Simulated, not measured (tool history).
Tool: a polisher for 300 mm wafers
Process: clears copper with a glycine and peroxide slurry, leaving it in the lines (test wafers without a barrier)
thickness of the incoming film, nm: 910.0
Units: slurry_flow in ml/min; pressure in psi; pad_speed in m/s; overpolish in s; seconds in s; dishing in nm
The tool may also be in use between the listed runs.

Run 1, hour 0.0: slurry_flow 190 ml/min, pressure 2.9 psi, pad_speed 0.94 m/s, overpolish 11 s. Result: seconds 176.86 s, dishing 44.337 nm.
Run 2, hour 8.2: slurry_flow 185 ml/min, pressure 2.6 psi, pad_speed 0.94 m/s, overpolish 12 s. Result: seconds 189.59 s, dishing 43.322 nm.
Run 3, hour 14.9: slurry_flow 165 ml/min, pressure 2.6 psi, pad_speed 0.94 m/s, overpolish 12 s. Result: seconds 193.60 s, dishing 43.671 nm.
Run 4, hour 18.6: slurry_flow 165 ml/min, pressure 3.0 psi, pad_speed 0.94 m/s, overpolish 12 s. Result: seconds 174.52 s, dishing 47.728 nm.
Run 5, hour 26.1: slurry_flow 165 ml/min, pressure 3.0 psi, pad_speed 0.94 m/s, overpolish 10 s. Result: seconds 173.49 s, dishing 42.069 nm.
Run 6, hour 33.8: slurry_flow 165 ml/min, pressure 3.0 psi, pad_speed 0.94 m/s, overpolish 7 s. Result: seconds 172.95 s, dishing 28.813 nm.
Run 7, hour 40.4: slurry_flow 165 ml/min, pressure 2.7 psi, pad_speed 0.92 m/s, overpolish 9 s. Result: seconds 192.23 s, dishing 34.945 nm.
Run 8, hour 42.5: slurry_flow 160 ml/min, pressure 2.5 psi, pad_speed 0.92 m/s, overpolish 10 s. Result: seconds 203.61 s, dishing 35.523 nm.
Run 9, hour 48.5: slurry_flow 155 ml/min, pressure 2.4 psi, pad_speed 0.92 m/s, overpolish 11 s. Result: seconds 212.83 s, dishing 38.978 nm.

Forecast run 10:
Run 10, hour 51.3: slurry_flow 150 ml/min, pressure 2.3 psi, pad_speed 0.92 m/s, overpolish 12 s. Result: seconds ?, dishing ?.

Run 10 gave seconds 224.81 s, dishing 39.717 nm.
